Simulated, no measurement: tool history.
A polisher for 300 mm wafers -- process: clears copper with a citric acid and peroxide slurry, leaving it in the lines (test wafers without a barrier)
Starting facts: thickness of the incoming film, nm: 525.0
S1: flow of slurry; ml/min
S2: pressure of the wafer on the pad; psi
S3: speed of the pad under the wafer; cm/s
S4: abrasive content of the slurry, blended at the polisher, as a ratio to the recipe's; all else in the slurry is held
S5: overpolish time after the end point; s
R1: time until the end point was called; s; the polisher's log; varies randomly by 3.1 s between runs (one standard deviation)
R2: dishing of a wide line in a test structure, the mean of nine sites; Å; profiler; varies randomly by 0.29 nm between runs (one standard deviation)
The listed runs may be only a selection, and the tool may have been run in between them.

run,hour,S1,S2,S3,S4,S5,R1,R2
1,0,290,3.4,128,1,11,133.54,314.98
2,5,240,3.4,128,1,11,133.2,314.42
3,5.9,240,3.4,142,1,11,124.46,322.95
4,8.6,240,3,136,1,11,148.03,292.59
5,16.7,240,3,136,1.15,11,143.67,297.89
6,17.3,240,2.2,136,1.15,11,193.16,229.92
7,18.3,240,2.1,136,1.15,11,204.95,218.06
8,23.5,240,2,136,1.15,11,214.84,209.43

For run 9, what comes out?
9,27.3,240,1.9,136,1.15,11,?,?

{"run 9": {"R1": 220.64, "R2": 203.72}}

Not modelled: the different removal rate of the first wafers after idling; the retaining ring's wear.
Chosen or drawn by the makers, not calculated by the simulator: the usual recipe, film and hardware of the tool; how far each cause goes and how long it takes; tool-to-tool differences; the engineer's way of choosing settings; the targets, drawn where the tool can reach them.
